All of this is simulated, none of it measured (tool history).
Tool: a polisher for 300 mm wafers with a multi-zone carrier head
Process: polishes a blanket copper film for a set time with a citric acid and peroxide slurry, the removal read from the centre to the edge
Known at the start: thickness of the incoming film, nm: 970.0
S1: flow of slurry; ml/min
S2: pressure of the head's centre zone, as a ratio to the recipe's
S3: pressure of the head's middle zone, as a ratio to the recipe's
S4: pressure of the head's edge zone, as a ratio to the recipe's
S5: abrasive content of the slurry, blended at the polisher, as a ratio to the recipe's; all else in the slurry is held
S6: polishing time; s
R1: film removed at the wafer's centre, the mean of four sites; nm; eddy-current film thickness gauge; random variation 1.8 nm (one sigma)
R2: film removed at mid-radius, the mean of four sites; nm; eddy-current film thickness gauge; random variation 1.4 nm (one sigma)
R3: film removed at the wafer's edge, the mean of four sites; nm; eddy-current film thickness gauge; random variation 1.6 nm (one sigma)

run    day   S1    S2    S3    S4    S5  S6      R1      R2      R3
  1      0  195     1     1     1     1  63  146.79  146.62  154.35
  2  0.258  195  0.96     1     1     1  63  145.39  142.61  148.49
  3  0.554  195  0.96     1     1   0.9  63   140.2  143.79  145.81
  4  0.904  195  0.97  0.98  0.98   0.9  61  137.55  139.04  143.78
  5  1.196  205     1  0.97  0.96  0.95  57  135.31  131.58  131.78
  6  1.267  205  1.01  0.95  0.96  0.95  56  135.67  123.97  127.93
  7  1.383  205     1  0.93  0.96  0.95  56  132.67  123.64  131.57
  8  1.625  205  1.01  0.92  0.96  0.95  55  131.85  117.88  127.44
  9  1.917  205  1.01  0.91  0.95  0.95  55  133.11  116.81  127.14
 10  2.292  205  1.01   0.9  0.94  0.95  55     133  117.58  122.91
 11  2.379  200  1.01  0.89  0.94  0.95  55  129.45  114.91  129.78
 12  2.571  205  1.02  0.88  0.94  0.95  54  132.18  115.34  123.86
 13  2.704  205  1.02  0.87  0.94  0.95  53  122.85  111.61   122.6

Run 14 comes next. What will it give?
 14  2.729  205  1.03  0.86  0.93  0.95  53   ?   ?   ?

{"run 14": {"R1": 127.86, "R2": 109.2, "R3": 120.17}}
